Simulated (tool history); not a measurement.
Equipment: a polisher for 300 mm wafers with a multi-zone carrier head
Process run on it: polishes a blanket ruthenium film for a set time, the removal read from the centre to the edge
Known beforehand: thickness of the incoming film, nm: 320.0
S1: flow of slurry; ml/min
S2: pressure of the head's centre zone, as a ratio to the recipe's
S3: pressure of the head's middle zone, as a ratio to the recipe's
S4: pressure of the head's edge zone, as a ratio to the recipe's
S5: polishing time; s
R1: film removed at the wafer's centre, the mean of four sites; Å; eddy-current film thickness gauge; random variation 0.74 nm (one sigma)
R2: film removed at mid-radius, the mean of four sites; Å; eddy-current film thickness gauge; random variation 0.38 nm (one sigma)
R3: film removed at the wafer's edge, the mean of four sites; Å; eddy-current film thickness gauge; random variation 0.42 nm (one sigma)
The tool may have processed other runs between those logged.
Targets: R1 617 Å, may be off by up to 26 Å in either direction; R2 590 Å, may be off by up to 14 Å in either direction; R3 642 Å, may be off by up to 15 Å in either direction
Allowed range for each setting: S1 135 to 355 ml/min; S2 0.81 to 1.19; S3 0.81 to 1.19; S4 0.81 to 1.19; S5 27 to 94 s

run	hour	S1	S2	S3	S4	S5	R1	R2	R3
1	0	225	1	1	1	60	1007.6	1012.3	1004.2
2	2.9	225	1.09	1	1	60	1055.1	1008.2	1010.1
3	7.5	225	1.14	1	1	60	1073.3	1018.8	1009
4	8.2	270	1.14	1	1	60	1096.6	1019.6	1030.2
5	12.8	260	1.08	0.97	0.98	54	936.68	900.1	904.88
6	21.2	260	1.08	0.97	0.98	40	716.34	663.56	670.33
7	29.7	250	1.04	0.95	0.98	40	698.15	650.22	669.52
8	36.7	250	1.04	0.95	0.98	40	696.36	659.9	680.65
9	42.3	240	1.02	0.93	0.97	40	681.63	647.75	667.18
10	48.3	230	1	0.91	0.97	40	671.86	623.67	665.34
11	53.5	230	1	0.91	0.97	40	665.58	628.74	663.08
12	57.9	220	0.98	0.9	0.97	40	666.83	614.93	659.28
13	63.6	215	0.95	0.9	0.97	40	642.61	617.1	653.18
14	70.2	210	0.94	0.89	0.97	40	626.01	605.11	664.75
15	71.8	205	0.94	0.89	0.96	40	629.28	604.66	655.42

Which one of the following 5 next-run settings gets every result inside its allowed miss? There is exactly one.
A	73.4	270	0.87	0.85	0.92	39	?	?	?
B	73.4	195	0.88	0.89	0.96	43	?	?	?
C	73.4	195	0.91	0.94	0.94	40	?	?	?
D	73.4	195	1.04	0.9	0.85	42	?	?	?
E	73.4	185	0.89	0.85	1	41	?	?	?

move	R1	R2	R3
A	617.8	589.87	640.37
B	656.11	649.39	698.14
C	621.75	632.15	642.94
D	703.59	639.98	646.71
E	623.99	591.65	674.71
A: meets every target
B: misses by more than the last run did
C: misses by more than the last run did
D: misses by more than the last run did
E: puts the biggest miss on target and leaves a different result outside tolerance
A meets every target.

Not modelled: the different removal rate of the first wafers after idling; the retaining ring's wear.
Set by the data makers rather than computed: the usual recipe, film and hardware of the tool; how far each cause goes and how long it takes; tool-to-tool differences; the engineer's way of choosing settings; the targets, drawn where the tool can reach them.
